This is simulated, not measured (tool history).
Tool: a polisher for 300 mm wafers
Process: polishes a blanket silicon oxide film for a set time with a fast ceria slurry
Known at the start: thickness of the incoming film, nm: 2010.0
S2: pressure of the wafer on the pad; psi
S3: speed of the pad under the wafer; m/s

run 1 day=0.000 | flow_of_slurry_(ml/min)=225 S2=3.3 S3=1.24 polishing_time_(s)=19 | film_removed_(angstrom)=3792.2
run 2 day=0.229 | flow_of_slurry_(ml/min)=225 S2=3.3 S3=1.24 polishing_time_(s)=17 | film_removed_(angstrom)=3390.6
run 3 day=0.417 | flow_of_slurry_(ml/min)=280 S2=3.3 S3=1.24 polishing_time_(s)=17 | film_removed_(angstrom)=3438.3
run 4 day=0.612 | flow_of_slurry_(ml/min)=280 S2=3.5 S3=1.24 polishing_time_(s)=17 | film_removed_(angstrom)=3678.0
run 5 day=0.729 | flow_of_slurry_(ml/min)=280 S2=3.7 S3=1.24 polishing_time_(s)=17 | film_removed_(angstrom)=3857.8
run 6 day=0.829 | flow_of_slurry_(ml/min)=280 S2=3.9 S3=1.24 polishing_time_(s)=17 | film_removed_(angstrom)=4014.7
run 7 day=1.200 | flow_of_slurry_(ml/min)=285 S2=4.9 S3=1.26 polishing_time_(s)=17 | film_removed_(angstrom)=5065.1

Forecast run 8:
run 8 day=1.312 | flow_of_slurry_(ml/min)=285 S2=5.1 S3=1.28 polishing_time_(s)=17 | film_removed_(angstrom)=?

film removed (angstrom): 5292.7

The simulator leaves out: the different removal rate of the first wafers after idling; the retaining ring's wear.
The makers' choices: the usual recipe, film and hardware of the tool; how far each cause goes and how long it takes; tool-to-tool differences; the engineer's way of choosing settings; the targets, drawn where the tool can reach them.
